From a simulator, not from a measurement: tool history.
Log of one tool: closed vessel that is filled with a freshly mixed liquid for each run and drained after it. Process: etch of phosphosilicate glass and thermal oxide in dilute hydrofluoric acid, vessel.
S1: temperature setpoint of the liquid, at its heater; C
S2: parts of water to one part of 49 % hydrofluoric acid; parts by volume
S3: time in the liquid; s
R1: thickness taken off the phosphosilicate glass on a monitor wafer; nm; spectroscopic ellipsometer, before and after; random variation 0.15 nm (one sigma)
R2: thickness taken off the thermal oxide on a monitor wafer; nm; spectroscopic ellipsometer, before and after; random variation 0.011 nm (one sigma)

run 1 hour=0 | S1=25 S2=100 S3=60 | R1=94.66 R2=3.1309
run 2 hour=5.4 | S1=23.5 S2=115 S3=60 | R1=76.075 R2=2.4927
run 3 hour=11.3 | S1=22 S2=130 S3=60 | R1=62.106 R2=2.0989
run 4 hour=19.2 | S1=21.5 S2=140 S3=60 | R1=56.109 R2=1.9009
run 5 hour=23.6 | S1=21 S2=150 S3=60 | R1=50.583 R2=1.6934
run 6 hour=25 | S1=21 S2=175 S3=60 | R1=42.299 R2=1.4051
run 7 hour=28.2 | S1=17 S2=180 S3=50 | R1=29.321 R2=0.98228
run 8 hour=33.4 | S1=17.5 S2=180 S3=50 | R1=29.605 R2=0.98643

Run 9 comes next. What will it give?
run 9 hour=41 | S1=18 S2=180 S3=50 | R1=? R2=?

{"run 9": {"R1": 30.328, "R2": 1.0128}}
